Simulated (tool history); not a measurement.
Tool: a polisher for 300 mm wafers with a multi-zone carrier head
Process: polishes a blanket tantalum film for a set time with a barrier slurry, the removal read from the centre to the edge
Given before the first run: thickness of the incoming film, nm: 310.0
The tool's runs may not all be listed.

run    day  flow of slurry (ml/min)  pressure of the head's centre zone  pressure of the head's middle zone  pressure of the head's edge zone  abrasive content of the slurry  polishing time (s)  film removed at the wafer's centre (Å)  film removed at mid-radius (Å)  film removed at the wafer's edge (Å)
  1  0.000                      300                                1.00                                1.00                              1.00                            1.00                  44                                  366.61                          375.46                                382.20
  2  0.267                      300                                1.00                                1.00                              0.94                            1.00                  44                                  368.62                          365.65                                361.76
  3  0.542                      300                                1.00                                1.00                              0.94                            1.15                  44                                  391.34                          397.56                                389.42
  4  0.862                      310                                1.03                                0.96                              0.97                            1.15                  44                                  397.87                          381.85                                397.53
  5  0.896                      245                                1.03                                0.96                              0.97                            1.15                  44                                  386.55                          373.04                                388.04
  6  1.171                      245                                1.03                                0.96                              0.97                            1.00                  44                                  367.99                          345.87                                371.15
  7  1.312                      265                                1.07                                0.95                              1.01                            1.00                  44                                  387.66                          360.84                                369.97
  8  1.508                      190                                1.05                                0.85                              1.02                            1.25                  45                                  394.39                          343.79                                406.48

Expected results for the next run?
  9  1.662                      210                                1.06                                0.85                              1.04                            1.25                  45                                       ?                               ?                                     ?

{"run 9": {"film removed at the wafer's centre (Å)": 405.56, "film removed at mid-radius (Å)": 346.86, "film removed at the wafer's edge (Å)": 413.41}}

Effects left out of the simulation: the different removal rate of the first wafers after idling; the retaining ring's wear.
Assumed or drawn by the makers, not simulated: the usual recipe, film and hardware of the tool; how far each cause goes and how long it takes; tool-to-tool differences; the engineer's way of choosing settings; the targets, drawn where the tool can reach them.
